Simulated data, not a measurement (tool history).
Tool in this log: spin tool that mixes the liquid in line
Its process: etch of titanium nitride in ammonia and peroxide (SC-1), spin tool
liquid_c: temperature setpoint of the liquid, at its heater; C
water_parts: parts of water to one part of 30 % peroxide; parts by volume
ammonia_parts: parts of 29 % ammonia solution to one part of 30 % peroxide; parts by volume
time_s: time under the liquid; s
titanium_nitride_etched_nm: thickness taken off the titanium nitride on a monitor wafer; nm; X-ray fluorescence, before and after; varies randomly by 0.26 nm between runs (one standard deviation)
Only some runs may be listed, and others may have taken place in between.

run,hour,liquid_c,water_parts,ammonia_parts,time_s,titanium_nitride_etched_nm
1,0,52,9.5,0.9,150,23.886
2,2.1,52,6.5,0.9,150,28.883
3,10.6,52,8.5,0.9,150,25.351
4,15,45.5,8.5,0.9,150,16.182
5,15.6,49.5,8.5,0.9,150,21.248
6,17.3,52.5,8.5,0.9,150,26.276
7,24.9,54.5,8.5,0.9,150,30.075

What will run 8 give?
8,27.7,55.5,8.5,0.9,150,?

titanium_nitride_etched_nm: 32.303 nm
